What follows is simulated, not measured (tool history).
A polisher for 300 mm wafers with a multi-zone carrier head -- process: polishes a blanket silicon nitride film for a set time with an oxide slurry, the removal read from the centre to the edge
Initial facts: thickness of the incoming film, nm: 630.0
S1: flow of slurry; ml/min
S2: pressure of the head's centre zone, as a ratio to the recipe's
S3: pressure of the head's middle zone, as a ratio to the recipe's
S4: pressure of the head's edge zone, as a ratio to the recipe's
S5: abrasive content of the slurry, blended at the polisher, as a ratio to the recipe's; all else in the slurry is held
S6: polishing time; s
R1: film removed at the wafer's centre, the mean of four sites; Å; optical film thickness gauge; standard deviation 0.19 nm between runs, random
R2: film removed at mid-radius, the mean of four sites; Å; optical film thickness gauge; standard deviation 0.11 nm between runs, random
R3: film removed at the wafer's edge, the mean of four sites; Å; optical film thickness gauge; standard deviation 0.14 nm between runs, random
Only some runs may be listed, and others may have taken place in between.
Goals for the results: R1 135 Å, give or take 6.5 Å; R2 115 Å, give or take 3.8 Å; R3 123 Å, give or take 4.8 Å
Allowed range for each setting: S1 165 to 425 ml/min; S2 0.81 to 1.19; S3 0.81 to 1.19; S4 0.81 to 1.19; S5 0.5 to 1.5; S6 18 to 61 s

{"run": 1, "hour": 0.0, "S1": 275, "S2": 1, "S3": 1, "S4": 1, "S5": 1, "S6": 39, "R1": 200.17, "R2": 192.79, "R3": 196.91}
{"run": 2, "hour": 0.6, "S1": 275, "S2": 1, "S3": 1, "S4": 1, "S5": 1.1, "S6": 39, "R1": 206.74, "R2": 201.51, "R3": 204.43}
{"run": 3, "hour": 3.6, "S1": 275, "S2": 1, "S3": 0.98, "S4": 0.98, "S5": 1, "S6": 37, "R1": 184.38, "R2": 179.19, "R3": 186.65}
{"run": 4, "hour": 12.1, "S1": 275, "S2": 1.03, "S3": 0.98, "S4": 0.96, "S5": 0.9, "S6": 35, "R1": 173.33, "R2": 162.61, "R3": 162.74}
{"run": 5, "hour": 15.1, "S1": 270, "S2": 1.03, "S3": 0.95, "S4": 0.94, "S5": 0.8, "S6": 35, "R1": 155.06, "R2": 146.88, "R3": 151.09}
{"run": 6, "hour": 17.4, "S1": 270, "S2": 1.03, "S3": 0.88, "S4": 0.94, "S5": 0.8, "S6": 35, "R1": 155.69, "R2": 137.15, "R3": 149.02}
{"run": 7, "hour": 18.9, "S1": 265, "S2": 1.03, "S3": 0.87, "S4": 0.92, "S5": 0.75, "S6": 35, "R1": 153.43, "R2": 130.73, "R3": 141.63}
{"run": 8, "hour": 24.1, "S1": 240, "S2": 0.94, "S3": 0.82, "S4": 0.82, "S5": 0.6, "S6": 35, "R1": 114.11, "R2": 103.25, "R3": 111.54}
{"run": 9, "hour": 25.8, "S1": 255, "S2": 0.96, "S3": 0.83, "S4": 0.83, "S5": 0.6, "S6": 35, "R1": 121.53, "R2": 105.97, "R3": 112.75}
{"run": 10, "hour": 33.4, "S1": 315, "S2": 0.97, "S3": 0.86, "S4": 0.93, "S5": 0.65, "S6": 35, "R1": 131.39, "R2": 119.87, "R3": 130.57}
{"run": 11, "hour": 40.3, "S1": 315, "S2": 0.97, "S3": 0.85, "S4": 0.91, "S5": 0.65, "S6": 35, "R1": 133.09, "R2": 117.79, "R3": 128.69}

Which of these 4 next moves meets every target?
{"run": "A", "hour": 47.2, "S1": 370, "S2": 1.19, "S3": 0.93, "S4": 0.81, "S5": 0.55, "S6": 36, "R1": "?", "R2": "?", "R3": "?"}
{"run": "B", "hour": 47.2, "S1": 305, "S2": 0.95, "S3": 0.86, "S4": 0.95, "S5": 0.65, "S6": 36, "R1": "?", "R2": "?", "R3": "?"}
{"run": "C", "hour": 47.2, "S1": 385, "S2": 0.88, "S3": 0.85, "S4": 0.87, "S5": 0.65, "S6": 34, "R1": "?", "R2": "?", "R3": "?"}
{"run": "D", "hour": 47.2, "S1": 285, "S2": 1.02, "S3": 0.85, "S4": 0.86, "S5": 0.7, "S6": 33, "R1": "?", "R2": "?", "R3": "?"}

move=A R1=144.27 R2=114.82 R3=112.53
move=B R1=130.08 R2=121.8 R3=137.46
move=C R1=116.52 R2=116.41 R3=126.71
move=D R1=134.26 R2=116.09 R3=126.63
A: takes the biggest miss from the last run beyond its target
B: its largest miss is bigger than the last run's
C: brings the last run's worst result on target, with another outside its allowed miss
D: every result lands within tolerance
Correct choice: D, which meets every target
